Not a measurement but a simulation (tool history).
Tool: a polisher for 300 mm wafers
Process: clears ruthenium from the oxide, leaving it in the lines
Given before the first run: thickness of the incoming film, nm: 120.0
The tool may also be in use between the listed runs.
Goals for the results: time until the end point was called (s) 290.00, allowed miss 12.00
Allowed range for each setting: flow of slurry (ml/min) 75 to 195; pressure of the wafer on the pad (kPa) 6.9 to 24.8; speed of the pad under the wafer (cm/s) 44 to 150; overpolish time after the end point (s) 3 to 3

run  hour  flow of slurry (ml/min)  pressure of the wafer on the pad (kPa)  speed of the pad under the wafer (cm/s)  overpolish time after the end point (s)  time until the end point was called (s)
  1   0.0                      125                                    15.9                                       96                                        3                                   110.83
  2   9.0                      125                                    15.9                                       96                                        3                                   107.87
  3  11.0                      120                                    13.8                                       88                                        3                                   135.62
  4  11.9                      120                                    13.8                                      108                                        3                                   113.48
  5  20.1                      120                                    13.8                                      108                                        3                                   112.20
  6  28.6                      120                                    13.8                                      108                                        3                                   113.20
  7  32.9                      115                                    12.4                                       96                                        3                                   140.32
  8  41.1                      110                                    11.0                                       88                                        3                                   172.87
  9  44.8                      110                                    11.0                                       88                                        3                                   172.80
 10  50.6                      105                                    10.3                                       84                                        3                                   194.73
 11  56.6                      100                                     9.7                                       82                                        3                                   218.86
 12  62.2                       95                                     9.0                                       82                                        3                                   233.27
 13  64.3                       90                                     8.3                                       82                                        3                                   260.74

Which of these 4 next moves meets every target?
  A  66.4                      120                                     7.6                                       74                                        3                                        ?
  B  66.4                       80                                     8.3                                       84                                        3                                        ?
  C  66.4                       90                                     9.7                                       78                                        3                                        ?
  D  66.4                       80                                     9.0                                       90                                        3                                        ?

move  time until the end point was called (s)
   A                                   288.00
   B                                   265.20
   C                                   236.19
   D                                   229.99
A: every result lands within tolerance
B: moves toward the targets from the last run without getting all of them in spec
C: moves away from the targets compared with the last run
D: moves away from the targets compared with the last run
Move A is the one to make.
